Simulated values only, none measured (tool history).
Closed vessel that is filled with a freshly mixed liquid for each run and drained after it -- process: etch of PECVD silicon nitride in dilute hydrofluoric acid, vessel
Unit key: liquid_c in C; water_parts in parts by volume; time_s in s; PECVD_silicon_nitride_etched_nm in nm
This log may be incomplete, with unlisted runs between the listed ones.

run,hour,liquid_c,water_parts,time_s,PECVD_silicon_nitride_etched_nm
1,0,23,95,975,28.707
2,5.9,24.5,95,975,31.609
3,8.2,22,95,975,27.163
4,10.5,24.5,85,975,35.78
5,18.7,26.5,80,975,42.218
6,27.6,24.5,80,975,37.691
7,29.7,26.5,75,975,45.868
8,34.4,28,75,975,50.912
9,37.6,29,75,975,54.098
10,42.8,29.5,75,975,55.488
11,47.2,29.5,75,975,54.826

Expected results for the next run?
12,51.8,30,75,975,?

Run 12 yielded PECVD_silicon_nitride_etched_nm 57.609 nm.
